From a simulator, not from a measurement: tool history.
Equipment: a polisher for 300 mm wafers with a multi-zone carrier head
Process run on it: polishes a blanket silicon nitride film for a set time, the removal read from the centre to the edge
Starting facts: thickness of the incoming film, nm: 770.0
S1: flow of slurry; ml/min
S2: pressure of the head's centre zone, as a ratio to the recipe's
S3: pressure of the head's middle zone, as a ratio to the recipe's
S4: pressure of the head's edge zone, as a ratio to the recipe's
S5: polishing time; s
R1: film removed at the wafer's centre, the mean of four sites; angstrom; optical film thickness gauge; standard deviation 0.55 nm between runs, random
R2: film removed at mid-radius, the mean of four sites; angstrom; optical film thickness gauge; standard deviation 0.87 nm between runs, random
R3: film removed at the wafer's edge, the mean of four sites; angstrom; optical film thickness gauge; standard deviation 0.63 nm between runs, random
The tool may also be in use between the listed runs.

run	hour	S1	S2	S3	S4	S5	R1	R2	R3
1	0	225	1	1	1	37	975.38	979.39	980.28
2	7.1	225	1	1.04	1	37	948.88	1033.5	977.17
3	7.9	225	0.92	1.04	1	37	902.07	1005.1	974.75
4	13.1	215	0.91	1.02	0.96	36	867.83	951.29	939.44
5	14.7	215	0.91	1.02	0.96	45	1077.9	1186.9	1178.9
# hour 15.6: slurry nozzle cleaned
6	15.6	215	0.87	1.02	0.96	45	1103	1267.9	1199.6
7	21.4	205	0.9	1.02	0.92	42	1041.6	1202.1	1088.7
8	26.2	205	0.92	1.01	0.93	39	988.02	1079.8	1030.8
9	31.2	190	0.91	0.92	0.83	31	772.67	789.4	761.35
10	31.8	200	0.92	0.93	0.85	31	784.9	800.23	771.97
11	39.9	205	0.92	0.94	0.87	31	783.7	797.98	782.04

What does the tool deliver on the next run?
12	41.3	210	0.93	0.95	0.88	31	?	?	?

R1: 797.49 angstrom
R2: 813.94 angstrom
R3: 793.36 angstrom
